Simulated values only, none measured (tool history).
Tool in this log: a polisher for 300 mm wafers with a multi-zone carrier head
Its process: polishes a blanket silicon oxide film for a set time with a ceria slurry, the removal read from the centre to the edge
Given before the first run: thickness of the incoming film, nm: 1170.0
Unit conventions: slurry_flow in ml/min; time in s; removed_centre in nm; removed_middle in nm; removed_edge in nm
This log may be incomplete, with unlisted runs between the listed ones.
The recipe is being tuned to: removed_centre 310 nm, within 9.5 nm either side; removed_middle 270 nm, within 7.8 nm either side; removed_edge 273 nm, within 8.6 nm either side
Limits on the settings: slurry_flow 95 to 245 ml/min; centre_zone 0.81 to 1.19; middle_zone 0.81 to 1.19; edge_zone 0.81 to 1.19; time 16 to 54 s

{"run": 1, "hour": 0.0, "slurry_flow": 155, "centre_zone": 1, "middle_zone": 1, "edge_zone": 1, "time": 35, "removed_centre": 227.99, "removed_middle": 228.3, "removed_edge": 227.2}
{"run": 2, "hour": 6.1, "slurry_flow": 185, "centre_zone": 1, "middle_zone": 1, "edge_zone": 1, "time": 35, "removed_centre": 232.99, "removed_middle": 240.22, "removed_edge": 230.26}
{"run": 3, "hour": 10.0, "slurry_flow": 185, "centre_zone": 0.94, "middle_zone": 1, "edge_zone": 1, "time": 35, "removed_centre": 220.55, "removed_middle": 236.47, "removed_edge": 227.49}
{"run": 4, "hour": 10.8, "slurry_flow": 185, "centre_zone": 0.86, "middle_zone": 1, "edge_zone": 1, "time": 35, "removed_centre": 203.11, "removed_middle": 237.4, "removed_edge": 230.56}
{"run": 5, "hour": 14.1, "slurry_flow": 190, "centre_zone": 0.93, "middle_zone": 1, "edge_zone": 1.03, "time": 36, "removed_centre": 222.68, "removed_middle": 246.7, "removed_edge": 242.58}
{"run": 6, "hour": 17.4, "slurry_flow": 190, "centre_zone": 0.93, "middle_zone": 0.92, "edge_zone": 1.03, "time": 36, "removed_centre": 224.92, "removed_middle": 228.23, "removed_edge": 245.67}
{"run": 7, "hour": 18.4, "slurry_flow": 235, "centre_zone": 1.03, "middle_zone": 1.01, "edge_zone": 1.09, "time": 38, "removed_centre": 275.75, "removed_middle": 266.28, "removed_edge": 267.76}
{"run": 8, "hour": 19.8, "slurry_flow": 235, "centre_zone": 1.05, "middle_zone": 1.01, "edge_zone": 1.09, "time": 38, "removed_centre": 280, "removed_middle": 270.48, "removed_edge": 265.85}
{"run": 9, "hour": 26.3, "slurry_flow": 235, "centre_zone": 1.07, "middle_zone": 1, "edge_zone": 1.1, "time": 38, "removed_centre": 284.61, "removed_middle": 269.6, "removed_edge": 269.7}
{"run": 10, "hour": 35.0, "slurry_flow": 235, "centre_zone": 1.09, "middle_zone": 0.99, "edge_zone": 1.1, "time": 38, "removed_centre": 286.13, "removed_middle": 263.64, "removed_edge": 269.75}
{"run": 11, "hour": 41.5, "slurry_flow": 235, "centre_zone": 1.11, "middle_zone": 0.99, "edge_zone": 1.1, "time": 38, "removed_centre": 292.5, "removed_middle": 267.46, "removed_edge": 269.07}
{"run": 12, "hour": 45.5, "slurry_flow": 235, "centre_zone": 1.11, "middle_zone": 0.99, "edge_zone": 1.1, "time": 38, "removed_centre": 292, "removed_middle": 266.15, "removed_edge": 271.8}

Which single option among these 5 for the next run brings every result within its allowed miss of target? Just one does.
{"run": "A", "hour": 49.5, "slurry_flow": 235, "centre_zone": 1.12, "middle_zone": 0.95, "edge_zone": 1.04, "time": 40, "removed_centre": "?", "removed_middle": "?", "removed_edge": "?"}
{"run": "B", "hour": 49.5, "slurry_flow": 245, "centre_zone": 1.16, "middle_zone": 1, "edge_zone": 1.05, "time": 36, "removed_centre": "?", "removed_middle": "?", "removed_edge": "?"}
{"run": "C", "hour": 49.5, "slurry_flow": 245, "centre_zone": 1.18, "middle_zone": 0.92, "edge_zone": 1.07, "time": 41, "removed_centre": "?", "removed_middle": "?", "removed_edge": "?"}
{"run": "D", "hour": 49.5, "slurry_flow": 240, "centre_zone": 1.19, "middle_zone": 1, "edge_zone": 1.12, "time": 35, "removed_centre": "?", "removed_middle": "?", "removed_edge": "?"}
{"run": "E", "hour": 49.5, "slurry_flow": 230, "centre_zone": 1.11, "middle_zone": 0.96, "edge_zone": 1.13, "time": 38, "removed_centre": "?", "removed_middle": "?", "removed_edge": "?"}

move=A removed_centre=309.87 removed_middle=266.61 removed_edge=274.55
move=B removed_centre=290.69 removed_middle=251.77 removed_edge=249.08
move=C removed_centre=336.62 removed_middle=267.34 removed_edge=286.65
move=D removed_centre=289.15 removed_middle=244.09 removed_edge=249.66
move=E removed_centre=290.85 removed_middle=254.78 removed_edge=271.32
A: every result lands within tolerance
B: the biggest miss grows against the last run
C: the result that was furthest off in the last run now lies on the other side of its target
D: the biggest miss grows against the last run
E: the biggest miss grows against the last run
Answer: A
